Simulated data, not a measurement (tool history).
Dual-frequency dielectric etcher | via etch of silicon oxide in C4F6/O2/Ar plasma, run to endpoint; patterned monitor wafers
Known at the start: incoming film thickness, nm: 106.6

run,hour,bias power (kW),source power (kW),Ar flow (sccm),endpoint time (s)
1,0,0.635,0.4,293,20.554
2,7.4,0.719,0.4,293,19.822
3,14.7,0.719,0.34,293,21.09
4,17.1,0.719,0.4,293,19.749
5,25.3,0.624,0.39,294,20.804
6,29.5,0.56,0.38,295,21.748

The next listed run, before its measurement:
7,34.7,0.517,0.38,295,?

Run 7 gave endpoint time (s) 22.115.
